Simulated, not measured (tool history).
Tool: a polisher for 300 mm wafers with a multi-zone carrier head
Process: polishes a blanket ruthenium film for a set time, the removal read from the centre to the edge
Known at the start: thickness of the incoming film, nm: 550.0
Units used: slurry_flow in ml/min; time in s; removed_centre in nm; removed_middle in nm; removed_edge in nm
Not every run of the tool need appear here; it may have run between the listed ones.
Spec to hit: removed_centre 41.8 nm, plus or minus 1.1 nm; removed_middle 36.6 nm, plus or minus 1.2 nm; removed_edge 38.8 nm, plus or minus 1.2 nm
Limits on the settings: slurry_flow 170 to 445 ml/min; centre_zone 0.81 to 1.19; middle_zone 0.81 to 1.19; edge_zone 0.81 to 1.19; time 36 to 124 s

run 1 hour=0 | slurry_flow=285 centre_zone=1 middle_zone=1 edge_zone=1 time=79 | removed_centre=59.788 removed_middle=59.4 removed_edge=61.142
run 2 hour=8.8 | slurry_flow=285 centre_zone=1 middle_zone=1 edge_zone=1.05 time=79 | removed_centre=59.947 removed_middle=59.429 removed_edge=62.622
run 3 hour=10.6 | slurry_flow=340 centre_zone=1 middle_zone=1 edge_zone=1.05 time=79 | removed_centre=60.774 removed_middle=59.747 removed_edge=63.145
run 4 hour=19.2 | slurry_flow=345 centre_zone=1.01 middle_zone=0.98 edge_zone=1.02 time=73 | removed_centre=56.781 removed_middle=55.266 removed_edge=57.529
run 5 hour=20.2 | slurry_flow=345 centre_zone=1.02 middle_zone=0.95 edge_zone=1 time=69 | removed_centre=53.877 removed_middle=50.551 removed_edge=54.141
run 6 hour=26.7 | slurry_flow=350 centre_zone=1.03 middle_zone=0.94 edge_zone=0.98 time=65 | removed_centre=52.405 removed_middle=47.027 removed_edge=50.365
run 7 hour=28.6 | slurry_flow=310 centre_zone=0.93 middle_zone=0.86 edge_zone=0.88 time=51 | removed_centre=36.165 removed_middle=34.302 removed_edge=37.068
run 8 hour=35.8 | slurry_flow=320 centre_zone=0.95 middle_zone=0.86 edge_zone=0.88 time=51 | removed_centre=37.279 removed_middle=33.941 removed_edge=37.511
run 9 hour=36.7 | slurry_flow=330 centre_zone=0.96 middle_zone=0.87 edge_zone=0.88 time=51 | removed_centre=37.476 removed_middle=35.019 removed_edge=37.09
run 10 hour=38.1 | slurry_flow=330 centre_zone=0.96 middle_zone=0.87 edge_zone=0.88 time=51 | removed_centre=37.609 removed_middle=34.562 removed_edge=37.817
run 11 hour=43.3 | slurry_flow=335 centre_zone=0.97 middle_zone=0.88 edge_zone=0.88 time=51 | removed_centre=37.375 removed_middle=34.908 removed_edge=37.249
run 12 hour=48.7 | slurry_flow=355 centre_zone=1.07 middle_zone=0.89 edge_zone=0.93 time=54 | removed_centre=44.709 removed_middle=37.832 removed_edge=41.826
run 13 hour=50 | slurry_flow=345 centre_zone=1.06 middle_zone=0.89 edge_zone=0.92 time=54 | removed_centre=43.85 removed_middle=37.758 removed_edge=40.532
run 14 hour=52.3 | slurry_flow=335 centre_zone=1.06 middle_zone=0.89 edge_zone=0.92 time=54 | removed_centre=44.534 removed_middle=36.727 removed_edge=40.224
run 15 hour=54.3 | slurry_flow=330 centre_zone=1.05 middle_zone=0.89 edge_zone=0.91 time=54 | removed_centre=43.753 removed_middle=36.99 removed_edge=40.299

Exactly one of the 5 candidate moves below puts every result within its allowed miss. Which one?
run A hour=56.3 | slurry_flow=260 centre_zone=1.12 middle_zone=0.91 edge_zone=0.81 time=55 | removed_centre=? removed_middle=? removed_edge=?
run B hour=56.3 | slurry_flow=405 centre_zone=0.99 middle_zone=0.84 edge_zone=0.81 time=54 | removed_centre=? removed_middle=? removed_edge=?
run C hour=56.3 | slurry_flow=345 centre_zone=1.05 middle_zone=0.84 edge_zone=0.94 time=55 | removed_centre=? removed_middle=? removed_edge=?
run D hour=56.3 | slurry_flow=300 centre_zone=1.1 middle_zone=0.89 edge_zone=0.93 time=53 | removed_centre=? removed_middle=? removed_edge=?
run E hour=56.3 | slurry_flow=305 centre_zone=1.12 middle_zone=0.94 edge_zone=0.85 time=52 | removed_centre=? removed_middle=? removed_edge=?

move=A removed_centre=45.703 removed_middle=37.535 removed_edge=38.372
move=B removed_centre=41.556 removed_middle=36.148 removed_edge=38.991
move=C removed_centre=44.261 removed_middle=36.314 removed_edge=42.042
move=D removed_centre=44.042 removed_middle=36.125 removed_edge=39.863
move=E removed_centre=44.102 removed_middle=37.096 removed_edge=37.564
A: misses by more than the last run did
B: every result within its allowed miss
C: misses by more than the last run did
D: misses by more than the last run did
E: misses by more than the last run did
Go with B: it meets all targets.

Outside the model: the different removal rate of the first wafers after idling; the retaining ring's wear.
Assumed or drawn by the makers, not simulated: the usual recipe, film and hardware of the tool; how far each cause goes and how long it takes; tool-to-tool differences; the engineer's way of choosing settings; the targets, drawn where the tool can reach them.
